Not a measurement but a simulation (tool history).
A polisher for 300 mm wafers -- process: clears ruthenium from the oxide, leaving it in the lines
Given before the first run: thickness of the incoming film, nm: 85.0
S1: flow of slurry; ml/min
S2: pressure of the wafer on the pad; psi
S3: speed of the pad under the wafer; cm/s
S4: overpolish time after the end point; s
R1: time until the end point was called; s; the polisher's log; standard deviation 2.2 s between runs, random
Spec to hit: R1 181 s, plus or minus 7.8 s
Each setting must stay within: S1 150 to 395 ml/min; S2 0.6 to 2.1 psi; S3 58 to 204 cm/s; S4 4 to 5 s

Run 1, hour 0: S1 250 ml/min, S2 1.3 psi, S3 130 cm/s, S4 5 s. Result: R1 92.232 s.
Run 2, hour 2.4: S1 250 ml/min, S2 1.2 psi, S3 130 cm/s, S4 5 s. Result: R1 99.159 s.
Run 3, hour 7.3: S1 250 ml/min, S2 1.2 psi, S3 152 cm/s, S4 5 s. Result: R1 84.797 s.
Run 4, hour 12: S1 305 ml/min, S2 1.2 psi, S3 152 cm/s, S4 5 s. Result: R1 83.406 s.
Run 5, hour 18.9: S1 305 ml/min, S2 1 psi, S3 138 cm/s, S4 5 s. Result: R1 109.46 s.
Run 6, hour 21: S1 305 ml/min, S2 1 psi, S3 138 cm/s, S4 4 s. Result: R1 107.52 s.
Run 7, hour 25.3: S1 305 ml/min, S2 0.9 psi, S3 128 cm/s, S4 4 s. Result: R1 131.45 s.
Run 8, hour 30.9: S1 305 ml/min, S2 0.8 psi, S3 126 cm/s, S4 4 s. Result: R1 147.06 s.
Run 9, hour 36.4: S1 305 ml/min, S2 0.7 psi, S3 126 cm/s, S4 4 s. Result: R1 171.26 s.
Run 10, hour 45.1: S1 300 ml/min, S2 0.7 psi, S3 126 cm/s, S4 4 s. Result: R1 168.21 s.
Run 11, hour 50.9: S1 290 ml/min, S2 0.7 psi, S3 126 cm/s, S4 4 s. Result: R1 169.12 s.
Run 12, hour 51.9: S1 285 ml/min, S2 0.7 psi, S3 126 cm/s, S4 4 s. Result: R1 166.41 s.
Run 13, hour 59.4: S1 280 ml/min, S2 0.6 psi, S3 126 cm/s, S4 4 s. Result: R1 191.74 s.
Run 14, hour 66.3: S1 285 ml/min, S2 0.6 psi, S3 126 cm/s, S4 4 s. Result: R1 190.68 s.
Run 15, hour 68.1: S1 290 ml/min, S2 0.6 psi, S3 126 cm/s, S4 4 s. Result: R1 195.33 s.
Run 16, hour 72.4: S1 290 ml/min, S2 0.7 psi, S3 126 cm/s, S4 4 s. Result: R1 167.73 s.
Run 17, hour 80.1: S1 290 ml/min, S2 0.6 psi, S3 126 cm/s, S4 4 s. Result: R1 198.15 s.
Run 18, hour 87.6: S1 300 ml/min, S2 0.6 psi, S3 126 cm/s, S4 4 s. Result: R1 196.54 s.
Run 19, hour 90.2: S1 305 ml/min, S2 0.7 psi, S3 126 cm/s, S4 4 s. Result: R1 169.28 s.
Run 20, hour 92.8: S1 300 ml/min, S2 0.7 psi, S3 126 cm/s, S4 4 s. Result: R1 165.69 s.

4 next moves are on the table. One of them brings every result within its allowed miss. Which?
Run A, hour 95.4: S1 350 ml/min, S2 0.7 psi, S3 118 cm/s, S4 4 s. Result: R1 ?.
Run B, hour 95.4: S1 310 ml/min, S2 0.8 psi, S3 136 cm/s, S4 4 s. Result: R1 ?.
Run C, hour 95.4: S1 360 ml/min, S2 1 psi, S3 98 cm/s, S4 4 s. Result: R1 ?.
Run D, hour 95.4: S1 290 ml/min, S2 1.2 psi, S3 86 cm/s, S4 5 s. Result: R1 ?.

move      R1
   A  177.01
   B  136.99
   C  150.39
   D  145.01
A: each result inside its tolerance
B: further off than the last run
C: further off than the last run
D: further off than the last run
The move that meets every target is A.
